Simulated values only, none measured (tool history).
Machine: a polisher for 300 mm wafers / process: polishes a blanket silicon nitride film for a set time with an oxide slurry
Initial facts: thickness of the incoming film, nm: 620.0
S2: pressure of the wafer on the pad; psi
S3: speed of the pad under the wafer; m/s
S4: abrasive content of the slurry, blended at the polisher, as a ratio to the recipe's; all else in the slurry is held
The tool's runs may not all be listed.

Run 1, hour 0.0: flow of slurry (ml/min) 275, S2 3.9 psi, S3 1.00 m/s, S4 1.0, polishing time (s) 28. Result: film removed (nm) 20.6510.
Run 2, hour 3.5: flow of slurry (ml/min) 275, S2 3.3 psi, S3 1.00 m/s, S4 1.0, polishing time (s) 28. Result: film removed (nm) 17.7930.
Run 3, hour 10.8: flow of slurry (ml/min) 275, S2 2.8 psi, S3 0.88 m/s, S4 1.0, polishing time (s) 28. Result: film removed (nm) 14.4420.
Run 4, hour 16.5: flow of slurry (ml/min) 275, S2 2.8 psi, S3 1.02 m/s, S4 1.0, polishing time (s) 28. Result: film removed (nm) 15.7420.
Run 5, hour 20.3: flow of slurry (ml/min) 275, S2 1.8 psi, S3 1.02 m/s, S4 1.0, polishing time (s) 28. Result: film removed (nm) 11.0980.
Run 6, hour 23.8: flow of slurry (ml/min) 275, S2 1.8 psi, S3 1.02 m/s, S4 1.0, polishing time (s) 28. Result: film removed (nm) 10.6220.
Run 7, hour 32.5: flow of slurry (ml/min) 275, S2 1.8 psi, S3 0.94 m/s, S4 1.0, polishing time (s) 28. Result: film removed (nm) 10.2200.

Predict the results of run 8:
Run 8, hour 35.5: flow of slurry (ml/min) 275, S2 1.8 psi, S3 0.88 m/s, S4 1.0, polishing time (s) 28. Result: film removed (nm) ?.

film removed (nm): 9.6879
